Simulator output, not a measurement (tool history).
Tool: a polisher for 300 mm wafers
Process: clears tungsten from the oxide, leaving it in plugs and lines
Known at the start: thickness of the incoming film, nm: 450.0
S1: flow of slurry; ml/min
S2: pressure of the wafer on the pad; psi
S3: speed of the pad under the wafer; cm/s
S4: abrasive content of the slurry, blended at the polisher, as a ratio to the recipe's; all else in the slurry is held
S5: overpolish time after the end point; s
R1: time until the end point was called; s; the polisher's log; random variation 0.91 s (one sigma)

run,hour,S1,S2,S3,S4,S5,R1
1,0.0,200,3.3,106,1.00,42,110.64
2,2.9,200,3.4,106,1.00,42,108.25
3,5.8,170,3.4,106,1.00,42,110.94
4,7.1,175,3.5,106,1.00,42,109.41
5,8.4,175,3.5,106,0.80,42,115.17
6,12.8,175,3.5,106,0.95,42,108.74

The next listed run, before its measurement:
7,14.6,180,3.6,106,0.95,42,?

{"run 7": {"R1": 106.07}}
